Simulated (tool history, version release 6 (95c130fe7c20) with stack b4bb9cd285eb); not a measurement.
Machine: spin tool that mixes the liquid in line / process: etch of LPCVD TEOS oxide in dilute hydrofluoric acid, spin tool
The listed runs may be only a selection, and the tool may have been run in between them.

| run | hour | temperature setpoint of the liquid (C) | parts of water to one part of 49 % hydrofluoric acid (parts by volume) | time under the liquid (s) | thickness taken off the LPCVD TEOS oxide on a monitor wafer (Å) |
|---|---|---|---|---|---|
| 1 | 0.0 | 25.0 | 70 | 215 | 883.17 |
| 2 | 8.5 | 26.5 | 70 | 215 | 924.66 |
| 3 | 16.2 | 26.5 | 90 | 215 | 704.40 |
| 4 | 24.6 | 26.5 | 65 | 215 | 1003.10 |
| 5 | 29.7 | 26.5 | 75 | 215 | 852.58 |
| 6 | 32.1 | 23.5 | 75 | 215 | 759.93 |
| 7 | 38.2 | 25.0 | 75 | 215 | 803.46 |
| 8 | 40.8 | 26.5 | 75 | 215 | 854.69 |
| 9 | 48.6 | 27.5 | 75 | 215 | 887.39 |

Predict the results of run 10:
| 10 | 53.7 | 28.5 | 75 | 215 | ? |

thickness taken off the LPCVD TEOS oxide on a monitor wafer (Å): 934.23
